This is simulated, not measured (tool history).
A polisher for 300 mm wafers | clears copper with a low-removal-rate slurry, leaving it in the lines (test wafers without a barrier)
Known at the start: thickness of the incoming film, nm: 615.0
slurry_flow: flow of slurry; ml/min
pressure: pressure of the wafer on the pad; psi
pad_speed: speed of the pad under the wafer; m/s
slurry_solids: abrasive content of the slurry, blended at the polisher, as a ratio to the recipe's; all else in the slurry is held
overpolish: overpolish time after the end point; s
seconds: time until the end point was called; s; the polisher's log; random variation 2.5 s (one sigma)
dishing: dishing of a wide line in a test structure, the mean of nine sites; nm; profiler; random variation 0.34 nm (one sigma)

run  hour  slurry_flow  pressure  pad_speed  slurry_solids  overpolish  seconds  dishing
  1   0.0          125       3.4       1.12            1.0          18   189.20   44.478
  2   7.7           95       3.4       1.12            1.0          18   202.09   41.206
  3  16.2           95       3.1       1.12            1.0          14   217.91   30.521
  4  23.0           95       2.9       1.12            1.0          12   229.67   25.383
  5  31.0           95       2.7       1.12            1.0          11   244.15   22.651
  6  38.4           95       2.7       1.12            0.8          11   258.63   21.857

Run 7 comes next. What will it give?
  7  46.9           95       2.7       1.12            0.8          10        ?        ?

{"run 7": {"seconds": 258.12, "dishing": 20.011}}
